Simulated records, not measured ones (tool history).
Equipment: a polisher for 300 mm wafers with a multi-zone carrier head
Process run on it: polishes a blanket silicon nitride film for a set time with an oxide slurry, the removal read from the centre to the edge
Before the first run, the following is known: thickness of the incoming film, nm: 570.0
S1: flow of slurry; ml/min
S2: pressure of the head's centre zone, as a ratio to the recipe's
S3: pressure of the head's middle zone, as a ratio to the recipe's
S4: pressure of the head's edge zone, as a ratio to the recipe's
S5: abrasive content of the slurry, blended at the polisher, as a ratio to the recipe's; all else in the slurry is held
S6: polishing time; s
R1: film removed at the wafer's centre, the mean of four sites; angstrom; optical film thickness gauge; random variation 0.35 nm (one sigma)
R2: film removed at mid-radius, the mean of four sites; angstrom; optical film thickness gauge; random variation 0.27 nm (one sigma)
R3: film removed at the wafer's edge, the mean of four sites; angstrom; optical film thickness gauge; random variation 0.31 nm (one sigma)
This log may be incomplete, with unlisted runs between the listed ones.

{"run": 1, "hour": 0.0, "S1": 120, "S2": 1, "S3": 1, "S4": 1, "S5": 1, "S6": 35, "R1": 297.47, "R2": 305.76, "R3": 305.07}
{"run": 2, "hour": 7.1, "S1": 135, "S2": 0.98, "S3": 1.02, "S4": 1.03, "S5": 1, "S6": 35, "R1": 302.91, "R2": 316.64, "R3": 316.25}
{"run": 3, "hour": 11.2, "S1": 135, "S2": 0.98, "S3": 1.02, "S4": 1.07, "S5": 1, "S6": 35, "R1": 304.54, "R2": 316.43, "R3": 320.73}
{"run": 4, "hour": 12.6, "S1": 145, "S2": 0.96, "S3": 1.04, "S4": 1.09, "S5": 1, "S6": 35, "R1": 305.78, "R2": 328.19, "R3": 325.27}
{"run": 5, "hour": 13.4, "S1": 145, "S2": 0.96, "S3": 1.04, "S4": 1.09, "S5": 0.85, "S6": 35, "R1": 263.33, "R2": 292.04, "R3": 285.02}
{"run": 6, "hour": 15.9, "S1": 145, "S2": 0.96, "S3": 1.01, "S4": 1.09, "S5": 0.85, "S6": 35, "R1": 258.73, "R2": 278.07, "R3": 286.9}
{"run": 7, "hour": 21.7, "S1": 145, "S2": 0.95, "S3": 1.03, "S4": 1.11, "S5": 0.9, "S6": 35, "R1": 271.41, "R2": 301.74, "R3": 304}
{"run": 8, "hour": 24.2, "S1": 145, "S2": 0.95, "S3": 1.04, "S4": 1.13, "S5": 0.95, "S6": 35, "R1": 290.2, "R2": 319.14, "R3": 322.91}
{"run": 9, "hour": 32.1, "S1": 145, "S2": 0.95, "S3": 1.06, "S4": 1.14, "S5": 0.95, "S6": 35, "R1": 287.47, "R2": 320.07, "R3": 316.72}
{"run": 10, "hour": 39.1, "S1": 150, "S2": 0.94, "S3": 1.07, "S4": 1.15, "S5": 1, "S6": 35, "R1": 293.72, "R2": 339.17, "R3": 335.53}
{"run": 11, "hour": 44.5, "S1": 155, "S2": 0.95, "S3": 1.08, "S4": 1.16, "S5": 1, "S6": 35, "R1": 304.3, "R2": 344.88, "R3": 340.6}

For run 12, what comes out?
{"run": 12, "hour": 50.7, "S1": 160, "S2": 0.95, "S3": 1.09, "S4": 1.16, "S5": 1, "S6": 35, "R1": "?", "R2": "?", "R3": "?"}

For run 12 the tool returned R1 303.36 angstrom, R2 340.18 angstrom, R3 336.63 angstrom.
